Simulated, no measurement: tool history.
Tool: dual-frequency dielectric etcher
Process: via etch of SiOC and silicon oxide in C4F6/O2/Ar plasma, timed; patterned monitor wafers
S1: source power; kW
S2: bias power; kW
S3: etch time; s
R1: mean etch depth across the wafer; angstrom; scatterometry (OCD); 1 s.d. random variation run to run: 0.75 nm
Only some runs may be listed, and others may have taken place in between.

run	hour	S1	S2	S3	R1
1	0	0.4	0.181	99	1085
2	1.1	0.4	0.181	103.5	1146.7
3	10.1	0.4	0.155	103.5	1102.7
4	16.9	0.4	0.155	99	1042.3
5	18.9	0.4	0.173	99	1090.3
6	23.3	0.4	0.173	99	1072.6
7	29.9	0.43	0.176	99	1118.3

Run 8 has not been measured yet. What should we expect?
8	38.2	0.45	0.178	99	?

{"run 8": {"R1": 1145.5}}
